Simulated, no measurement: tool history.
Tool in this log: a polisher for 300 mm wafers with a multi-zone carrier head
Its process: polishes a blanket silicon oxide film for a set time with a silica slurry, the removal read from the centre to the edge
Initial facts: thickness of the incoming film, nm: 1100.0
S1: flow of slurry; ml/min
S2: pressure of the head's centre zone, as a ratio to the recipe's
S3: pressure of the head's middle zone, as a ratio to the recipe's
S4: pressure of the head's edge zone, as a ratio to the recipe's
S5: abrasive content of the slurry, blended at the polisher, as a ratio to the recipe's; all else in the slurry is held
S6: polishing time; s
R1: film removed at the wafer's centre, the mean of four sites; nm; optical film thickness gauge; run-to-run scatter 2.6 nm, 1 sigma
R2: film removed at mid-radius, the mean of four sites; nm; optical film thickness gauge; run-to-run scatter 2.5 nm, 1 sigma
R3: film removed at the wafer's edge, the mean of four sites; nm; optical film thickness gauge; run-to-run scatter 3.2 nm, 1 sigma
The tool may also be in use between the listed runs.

Run 1, hour 0: S1 305 ml/min, S2 1, S3 1, S4 1, S5 1, S6 34 s. Result: R1 150.53 nm, R2 151.18 nm, R3 151.02 nm.
Run 2, hour 8: S1 350 ml/min, S2 1, S3 1, S4 1, S5 1, S6 34 s. Result: R1 147.2 nm, R2 151.09 nm, R3 153.02 nm.
Run 3, hour 9.9: S1 350 ml/min, S2 1.07, S3 1, S4 1, S5 1, S6 34 s. Result: R1 163.56 nm, R2 152.65 nm, R3 156.54 nm.
Run 4, hour 17.6: S1 425 ml/min, S2 1.07, S3 1, S4 1, S5 1, S6 34 s. Result: R1 166.5 nm, R2 154.51 nm, R3 158.41 nm.
Run 5, hour 22: S1 425 ml/min, S2 1.06, S3 1.01, S4 1.01, S5 1.05, S6 34 s. Result: R1 165.83 nm, R2 155.11 nm, R3 161.52 nm.
Run 6, hour 23: S1 425 ml/min, S2 1.06, S3 1.01, S4 1.01, S5 1.05, S6 38 s. Result: R1 188.14 nm, R2 177.81 nm, R3 177.78 nm.
Run 7, hour 25.6: S1 425 ml/min, S2 1.05, S3 1.02, S4 1.02, S5 1.1, S6 38 s. Result: R1 188.37 nm, R2 182.15 nm, R3 184.44 nm.
Run 8, hour 28.5: S1 425 ml/min, S2 1.05, S3 1.03, S4 1.03, S5 1.15, S6 38 s. Result: R1 190.79 nm, R2 185.25 nm, R3 182.85 nm.
Run 9, hour 36.3: S1 425 ml/min, S2 1.04, S3 1.03, S4 1.04, S5 1.2, S6 38 s. Result: R1 186.76 nm, R2 185.86 nm, R3 190.82 nm.

For run 10, what comes out?
Run 10, hour 44.6: S1 425 ml/min, S2 1.04, S3 1.04, S4 1.04, S5 1.25, S6 38 s. Result: R1 ?, R2 ?, R3 ?.

Logged for run 10: R1 195.94 nm, R2 194.75 nm, R3 194.44 nm.

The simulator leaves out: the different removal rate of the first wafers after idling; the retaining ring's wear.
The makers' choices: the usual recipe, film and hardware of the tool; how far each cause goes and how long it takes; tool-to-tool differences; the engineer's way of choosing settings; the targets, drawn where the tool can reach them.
